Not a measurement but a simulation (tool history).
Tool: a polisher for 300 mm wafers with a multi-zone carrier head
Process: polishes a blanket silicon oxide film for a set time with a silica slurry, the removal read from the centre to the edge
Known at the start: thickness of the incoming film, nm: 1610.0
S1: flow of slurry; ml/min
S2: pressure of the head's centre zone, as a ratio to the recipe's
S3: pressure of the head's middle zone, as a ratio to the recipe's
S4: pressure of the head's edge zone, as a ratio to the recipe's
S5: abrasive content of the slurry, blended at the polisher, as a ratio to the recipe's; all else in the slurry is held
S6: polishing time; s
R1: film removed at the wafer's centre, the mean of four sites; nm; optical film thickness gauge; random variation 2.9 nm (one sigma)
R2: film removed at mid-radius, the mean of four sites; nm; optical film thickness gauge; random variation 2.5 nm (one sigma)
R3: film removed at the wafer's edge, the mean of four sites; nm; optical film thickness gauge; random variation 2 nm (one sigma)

| run | day | S1 | S2 | S3 | S4 | S5 | S6 | R1 | R2 | R3 |
|---|---|---|---|---|---|---|---|---|---|---|
| 1 | 0.000 | 150 | 1.00 | 1.00 | 1.00 | 1.00 | 86 | 251.12 | 248.74 | 250.17 |
| 2 | 0.025 | 150 | 1.01 | 1.01 | 0.96 | 0.85 | 85 | 232.28 | 234.89 | 225.29 |
| 3 | 0.262 | 145 | 1.02 | 1.01 | 0.93 | 0.75 | 85 | 223.50 | 219.70 | 216.45 |
| 4 | 0.467 | 145 | 1.07 | 1.01 | 0.93 | 0.75 | 85 | 232.35 | 218.87 | 213.83 |
| 5 | 0.600 | 145 | 0.99 | 1.01 | 0.93 | 0.75 | 85 | 224.56 | 216.27 | 212.13 |
| 6 | 0.812 | 145 | 0.99 | 1.03 | 0.91 | 0.70 | 84 | 212.65 | 210.07 | 206.08 |
| 7 | 0.988 | 150 | 1.02 | 1.06 | 0.88 | 0.65 | 82 | 206.65 | 205.80 | 192.57 |

Forecast run 8:
| 8 | 1.254 | 150 | 1.03 | 1.07 | 0.86 | 0.60 | 82 | ? | ? | ? |

{"run 8": {"R1": 205.58, "R2": 211.28, "R3": 188.93}}
